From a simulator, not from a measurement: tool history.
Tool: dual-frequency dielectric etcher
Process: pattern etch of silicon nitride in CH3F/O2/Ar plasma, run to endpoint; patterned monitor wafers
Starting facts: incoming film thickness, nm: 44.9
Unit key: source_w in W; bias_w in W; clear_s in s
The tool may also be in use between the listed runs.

Run 1, hour 0.0: source_w 480 W, bias_w 66 W. Result: clear_s 56.533 s.
Run 2, hour 1.8: source_w 440 W, bias_w 66 W. Result: clear_s 58.848 s.
Run 3, hour 4.0: source_w 440 W, bias_w 77 W. Result: clear_s 55.982 s.
Run 4, hour 8.3: source_w 410 W, bias_w 76 W. Result: clear_s 58.273 s.
Run 5, hour 11.2: source_w 390 W, bias_w 75 W. Result: clear_s 58.959 s.
Run 6, hour 14.1: source_w 370 W, bias_w 74 W. Result: clear_s 60.948 s.
Run 7, hour 22.3: source_w 360 W, bias_w 74 W. Result: clear_s 60.629 s.

Expected results for the next run?
Run 8, hour 30.8: source_w 350 W, bias_w 73 W. Result: clear_s ?.

Logged for run 8: clear_s 62.430 s.
